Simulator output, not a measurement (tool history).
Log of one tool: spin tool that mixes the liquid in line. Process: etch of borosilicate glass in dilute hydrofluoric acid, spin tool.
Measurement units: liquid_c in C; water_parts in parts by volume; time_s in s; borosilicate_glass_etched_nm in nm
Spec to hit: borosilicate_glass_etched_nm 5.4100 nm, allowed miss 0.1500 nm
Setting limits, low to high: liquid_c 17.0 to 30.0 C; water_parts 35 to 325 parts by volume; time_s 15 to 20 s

| run | hour | liquid_c | water_parts | time_s | borosilicate_glass_etched_nm |
|---|---|---|---|---|---|
| 1 | 0.0 | 22.0 | 180 | 20 | 2.8650 |
| 2 | 7.4 | 22.0 | 130 | 20 | 4.0789 |
| 3 | 14.8 | 22.0 | 130 | 15 | 3.1508 |
| 4 | 21.0 | 24.0 | 130 | 15 | 3.3913 |
| 5 | 29.4 | 25.5 | 130 | 15 | 3.5514 |
| 6 | 33.3 | 26.5 | 115 | 15 | 4.2821 |
| 7 | 41.6 | 27.5 | 110 | 15 | 4.6110 |
| 8 | 42.2 | 28.0 | 105 | 15 | 4.9849 |
| 9 | 43.4 | 28.5 | 105 | 15 | 5.1413 |

Next run, 5 choices. One meets every target within its allowed miss, the rest don't. Which?
| A | 44.6 | 30.0 | 105 | 15 | ? |
| B | 44.6 | 27.0 | 100 | 15 | ? |
| C | 44.6 | 29.0 | 110 | 15 | ? |
| D | 44.6 | 28.5 | 110 | 15 | ? |
| E | 44.6 | 28.0 | 145 | 20 | ? |

| move | borosilicate_glass_etched_nm |
|---|---|
| A | 5.4342 |
| B | 5.1268 |
| C | 4.9623 |
| D | 4.8698 |
| E | 4.6196 |
A: meets every target
B: misses by more than the last run did
C: misses by more than the last run did
D: misses by more than the last run did
E: misses by more than the last run did
A meets every target.
